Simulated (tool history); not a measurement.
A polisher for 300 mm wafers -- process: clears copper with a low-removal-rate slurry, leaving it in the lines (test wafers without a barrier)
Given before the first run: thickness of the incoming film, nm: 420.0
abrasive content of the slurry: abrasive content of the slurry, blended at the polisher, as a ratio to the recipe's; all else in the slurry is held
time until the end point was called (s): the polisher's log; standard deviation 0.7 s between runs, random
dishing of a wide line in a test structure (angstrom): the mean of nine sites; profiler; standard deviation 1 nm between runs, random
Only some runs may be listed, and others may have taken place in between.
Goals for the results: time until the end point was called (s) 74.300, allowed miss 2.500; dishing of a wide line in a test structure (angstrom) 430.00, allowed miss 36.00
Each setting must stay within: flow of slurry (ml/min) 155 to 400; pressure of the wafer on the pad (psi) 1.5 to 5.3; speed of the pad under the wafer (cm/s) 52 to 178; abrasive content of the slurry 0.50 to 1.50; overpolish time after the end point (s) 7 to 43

run	hour	flow of slurry (ml/min)	pressure of the wafer on the pad (psi)	speed of the pad under the wafer (cm/s)	abrasive content of the slurry	overpolish time after the end point (s)	time until the end point was called (s)	dishing of a wide line in a test structure (angstrom)
1	0.0	255	3.4	114	1.00	22	91.037	461.55
2	3.0	255	3.4	114	0.90	22	90.933	447.81
3	4.4	225	3.4	114	0.90	22	96.013	452.45
4	8.2	225	3.8	114	0.90	22	84.908	452.66
5	14.8	225	4.5	114	0.90	22	71.841	535.04
6	19.2	165	4.5	114	0.90	22	75.273	530.49
7	25.3	170	4.5	114	0.90	20	74.421	490.57
8	31.5	170	4.5	114	0.90	19	74.403	474.28

Exactly one of the 5 candidate moves below puts every result within its allowed miss. Which one?
A	37.7	195	4.7	104	1.00	23	?	?
B	37.7	160	4.2	110	1.10	16	?	?
C	37.7	155	4.3	116	1.15	25	?	?
D	37.7	155	4.5	110	0.95	22	?	?
E	37.7	225	4.0	126	0.80	16	?	?

move	time until the end point was called (s)	dishing of a wide line in a test structure (angstrom)
A	77.278	502.46
B	83.283	385.34
C	77.221	521.80
D	80.304	479.61
E	76.220	407.35
A: its largest miss is bigger than the last run's
B: takes the biggest miss from the last run beyond its target
C: its largest miss is bigger than the last run's
D: its largest miss is bigger than the last run's
E: hits every target within its allowed miss
The right move is E.
